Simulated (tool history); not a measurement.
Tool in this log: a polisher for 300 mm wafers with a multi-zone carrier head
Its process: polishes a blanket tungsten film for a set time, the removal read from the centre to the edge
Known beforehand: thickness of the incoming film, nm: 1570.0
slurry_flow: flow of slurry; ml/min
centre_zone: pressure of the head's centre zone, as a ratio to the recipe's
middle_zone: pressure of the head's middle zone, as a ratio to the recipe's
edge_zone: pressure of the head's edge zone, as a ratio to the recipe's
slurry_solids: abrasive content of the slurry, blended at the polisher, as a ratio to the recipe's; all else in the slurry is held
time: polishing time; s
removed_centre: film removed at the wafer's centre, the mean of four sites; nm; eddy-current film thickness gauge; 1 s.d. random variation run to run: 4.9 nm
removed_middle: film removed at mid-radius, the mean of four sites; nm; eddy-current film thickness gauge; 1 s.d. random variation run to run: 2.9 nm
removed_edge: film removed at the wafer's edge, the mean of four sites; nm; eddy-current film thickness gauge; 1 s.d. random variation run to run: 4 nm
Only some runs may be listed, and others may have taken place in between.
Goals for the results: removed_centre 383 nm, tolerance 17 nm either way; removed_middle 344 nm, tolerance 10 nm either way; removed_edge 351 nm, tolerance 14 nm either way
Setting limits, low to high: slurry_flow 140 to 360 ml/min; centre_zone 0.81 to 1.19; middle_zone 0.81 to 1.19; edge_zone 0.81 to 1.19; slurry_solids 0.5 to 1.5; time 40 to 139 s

run 1 hour=0 | slurry_flow=230 centre_zone=1 middle_zone=1 edge_zone=1 slurry_solids=1 time=89 | removed_centre=316.07 removed_middle=306.64 removed_edge=303.31
run 2 hour=7.7 | slurry_flow=240 centre_zone=1.02 middle_zone=1.01 edge_zone=1.03 slurry_solids=1.05 time=89 | removed_centre=321.91 removed_middle=313.08 removed_edge=313.43
run 3 hour=8.4 | slurry_flow=240 centre_zone=1.02 middle_zone=1.07 edge_zone=1.03 slurry_solids=1.05 time=89 | removed_centre=327.04 removed_middle=333.35 removed_edge=315.82
run 4 hour=13.9 | slurry_flow=240 centre_zone=1.02 middle_zone=1.07 edge_zone=1.03 slurry_solids=1.25 time=89 | removed_centre=336.09 removed_middle=346.49 removed_edge=329.64
run 5 hour=22.7 | slurry_flow=240 centre_zone=1.02 middle_zone=0.98 edge_zone=1.03 slurry_solids=1.25 time=89 | removed_centre=338.52 removed_middle=320.54 removed_edge=329.03
run 6 hour=27.4 | slurry_flow=250 centre_zone=1.04 middle_zone=0.99 edge_zone=1.04 slurry_solids=1.25 time=89 | removed_centre=346.94 removed_middle=322.18 removed_edge=332.72
run 7 hour=29.5 | slurry_flow=255 centre_zone=1.05 middle_zone=1 edge_zone=1.04 slurry_solids=1.25 time=89 | removed_centre=359.98 removed_middle=331.25 removed_edge=330.49
run 8 hour=35.2 | slurry_flow=260 centre_zone=1.05 middle_zone=1 edge_zone=1.05 slurry_solids=1.25 time=89 | removed_centre=359.96 removed_middle=333.88 removed_edge=323.82
run 9 hour=39.1 | slurry_flow=255 centre_zone=1.06 middle_zone=1 edge_zone=1.05 slurry_solids=1.3 time=89 | removed_centre=358.85 removed_middle=330.79 removed_edge=333.3
run 10 hour=44.5 | slurry_flow=260 centre_zone=1.07 middle_zone=1 edge_zone=1.06 slurry_solids=1.35 time=89 | removed_centre=359.73 removed_middle=330.83 removed_edge=343.68

Which one of the following 5 next-run settings gets every result inside its allowed miss? There is exactly one.
run A hour=49.9 | slurry_flow=230 centre_zone=1.11 middle_zone=1.02 edge_zone=1.08 slurry_solids=1.45 time=90 | removed_centre=? removed_middle=? removed_edge=?
run B hour=49.9 | slurry_flow=295 centre_zone=1.19 middle_zone=0.9 edge_zone=1.06 slurry_solids=1 time=96 | removed_centre=? removed_middle=? removed_edge=?
run C hour=49.9 | slurry_flow=240 centre_zone=1.04 middle_zone=0.97 edge_zone=1.11 slurry_solids=1.3 time=84 | removed_centre=? removed_middle=? removed_edge=?
run D hour=49.9 | slurry_flow=190 centre_zone=1.01 middle_zone=1.05 edge_zone=1.12 slurry_solids=1.35 time=84 | removed_centre=? removed_middle=? removed_edge=?
run E hour=49.9 | slurry_flow=245 centre_zone=1 middle_zone=1.08 edge_zone=1.09 slurry_solids=1.5 time=84 | removed_centre=? removed_middle=? removed_edge=?

move=A removed_centre=375.58 removed_middle=350.67 removed_edge=353.52
move=B removed_centre=401.38 removed_middle=313.93 removed_edge=346.87
move=C removed_centre=320.74 removed_middle=306.56 removed_edge=326.67
move=D removed_centre=305.77 removed_middle=322.64 removed_edge=324.72
move=E removed_centre=320.74 removed_middle=349.03 removed_edge=335.72
A: hits every target within its allowed miss
B: pushes the last run's worst result past its target
C: the biggest miss grows against the last run
D: the biggest miss grows against the last run
E: the biggest miss grows against the last run
Move A is the one to make.
